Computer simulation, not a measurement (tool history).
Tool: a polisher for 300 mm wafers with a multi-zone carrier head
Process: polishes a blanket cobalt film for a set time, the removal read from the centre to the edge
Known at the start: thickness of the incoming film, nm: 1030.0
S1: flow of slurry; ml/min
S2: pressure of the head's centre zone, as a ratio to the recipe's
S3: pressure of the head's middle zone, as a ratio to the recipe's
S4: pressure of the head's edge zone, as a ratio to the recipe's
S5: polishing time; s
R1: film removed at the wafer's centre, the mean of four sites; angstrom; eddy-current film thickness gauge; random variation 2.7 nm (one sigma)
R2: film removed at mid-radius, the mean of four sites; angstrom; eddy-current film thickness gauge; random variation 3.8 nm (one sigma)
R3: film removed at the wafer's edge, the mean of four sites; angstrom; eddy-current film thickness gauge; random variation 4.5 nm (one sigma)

Run 1, hour 0.0: S1 165 ml/min, S2 1.00, S3 1.00, S4 1.00, S5 61 s. Result: R1 3423.6 angstrom, R2 3404.8 angstrom, R3 3379.2 angstrom.
Run 2, hour 6.9: S1 180 ml/min, S2 1.02, S3 1.01, S4 1.05, S5 63 s. Result: R1 3634.1 angstrom, R2 3646.2 angstrom, R3 3494.6 angstrom.
Run 3, hour 14.5: S1 180 ml/min, S2 0.97, S3 1.01, S4 1.05, S5 63 s. Result: R1 3491.3 angstrom, R2 3573.5 angstrom, R3 3522.5 angstrom.
Run 4, hour 16.4: S1 180 ml/min, S2 0.97, S3 1.08, S4 1.05, S5 63 s. Result: R1 3458.0 angstrom, R2 3759.1 angstrom, R3 3554.5 angstrom.
Run 5, hour 18.9: S1 180 ml/min, S2 0.97, S3 1.08, S4 1.12, S5 63 s. Result: R1 3485.3 angstrom, R2 3779.7 angstrom, R3 3696.4 angstrom.
Run 6, hour 23.0: S1 175 ml/min, S2 1.00, S3 1.06, S4 1.14, S5 66 s. Result: R1 3716.1 angstrom, R2 3904.0 angstrom, R3 3859.3 angstrom.

The next listed run, before its measurement:
Run 7, hour 24.5: S1 185 ml/min, S2 1.01, S3 1.04, S4 1.16, S5 68 s. Result: R1 ?, R2 ?, R3 ?.

{"run 7": {"R1": 3959.4, "R2": 3980.2, "R3": 4054.8}}

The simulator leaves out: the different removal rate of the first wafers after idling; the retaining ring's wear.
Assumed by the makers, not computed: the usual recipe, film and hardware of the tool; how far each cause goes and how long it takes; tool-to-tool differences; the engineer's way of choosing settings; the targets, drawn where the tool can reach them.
